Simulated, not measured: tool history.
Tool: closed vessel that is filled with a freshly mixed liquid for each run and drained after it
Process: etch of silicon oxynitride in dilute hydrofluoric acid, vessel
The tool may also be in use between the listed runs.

run,hour,temperature setpoint of the liquid (K),parts of water to one part of 49 % hydrofluoric acid (parts by volume),time in the liquid (s),thickness taken off the silicon oxynitride on a monitor wafer (nm)
1,0,296.15,190,655,12.439
2,0.9,296.15,145,655,16.82
3,5.3,294.65,170,655,13.117
4,5.8,293.65,185,655,11.231
5,12.4,293.65,185,655,11.395
6,14.7,290.15,185,655,9.6857
7,15.9,290.15,195,655,9.0109
8,21.9,290.15,205,655,8.5153
9,29.2,290.15,210,655,8.3211
10,34.7,290.15,215,655,8.0829

The next listed run, before its measurement:
11,37.8,290.15,220,655,?

{"run 11": {"thickness taken off the silicon oxynitride on a monitor wafer (nm)": 7.9434}}
